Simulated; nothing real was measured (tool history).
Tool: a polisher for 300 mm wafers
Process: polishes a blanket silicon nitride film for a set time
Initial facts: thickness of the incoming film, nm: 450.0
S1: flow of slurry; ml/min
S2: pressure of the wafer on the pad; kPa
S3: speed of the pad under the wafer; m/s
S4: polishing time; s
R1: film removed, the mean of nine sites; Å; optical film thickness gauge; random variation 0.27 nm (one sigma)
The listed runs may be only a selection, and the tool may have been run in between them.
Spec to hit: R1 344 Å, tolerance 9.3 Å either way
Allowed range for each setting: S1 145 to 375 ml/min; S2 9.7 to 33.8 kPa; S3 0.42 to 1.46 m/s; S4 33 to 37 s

{"run": 1, "hour": 0.0, "S1": 240, "S2": 21.4, "S3": 0.94, "S4": 37, "R1": 569.41}
{"run": 2, "hour": 3.8, "S1": 240, "S2": 21.4, "S3": 0.94, "S4": 33, "R1": 518.01}
{"run": 3, "hour": 8.3, "S1": 240, "S2": 19.3, "S3": 0.94, "S4": 33, "R1": 465.35}
{"run": 4, "hour": 12.2, "S1": 240, "S2": 24.8, "S3": 0.94, "S4": 33, "R1": 600.49}
{"run": 5, "hour": 15.1, "S1": 235, "S2": 21.4, "S3": 0.94, "S4": 33, "R1": 526.65}
{"run": 6, "hour": 22.3, "S1": 235, "S2": 25.5, "S3": 0.94, "S4": 33, "R1": 620.36}
{"run": 7, "hour": 24.7, "S1": 235, "S2": 21.4, "S3": 0.94, "S4": 33, "R1": 514.59}
{"run": 8, "hour": 33.4, "S1": 230, "S2": 18.6, "S3": 0.94, "S4": 33, "R1": 450.28}
{"run": 9, "hour": 38.1, "S1": 220, "S2": 17.2, "S3": 0.94, "S4": 33, "R1": 415.97}
{"run": 10, "hour": 45.4, "S1": 210, "S2": 16.5, "S3": 0.94, "S4": 33, "R1": 400.88}
{"run": 11, "hour": 51.9, "S1": 200, "S2": 15.9, "S3": 0.94, "S4": 33, "R1": 389.48}
{"run": 12, "hour": 58.4, "S1": 200, "S2": 15.2, "S3": 0.94, "S4": 33, "R1": 369.07}
{"run": 13, "hour": 62.1, "S1": 190, "S2": 15.2, "S3": 0.94, "S4": 33, "R1": 372.2}

Exercise: of the 4 proposed moves below, exactly one satisfies all targets within the stated allowed misses. Which move is it?
{"run": "A", "hour": 65.8, "S1": 220, "S2": 15.9, "S3": 0.7, "S4": 33, "R1": "?"}
{"run": "B", "hour": 65.8, "S1": 225, "S2": 15.2, "S3": 0.84, "S4": 33, "R1": "?"}
{"run": "C", "hour": 65.8, "S1": 175, "S2": 15.2, "S3": 0.92, "S4": 33, "R1": "?"}
{"run": "D", "hour": 65.8, "S1": 190, "S2": 15.9, "S3": 0.92, "S4": 33, "R1": "?"}

move=A R1=327.65
move=B R1=349.54
move=C R1=362.88
move=D R1=380.84
A: carries the result that was furthest off beyond its target, to the other side
B: every result lands within tolerance
C: nearer the targets than the last run, but a result is still out of spec
D: further off than the last run
Correct choice: B, which meets every target

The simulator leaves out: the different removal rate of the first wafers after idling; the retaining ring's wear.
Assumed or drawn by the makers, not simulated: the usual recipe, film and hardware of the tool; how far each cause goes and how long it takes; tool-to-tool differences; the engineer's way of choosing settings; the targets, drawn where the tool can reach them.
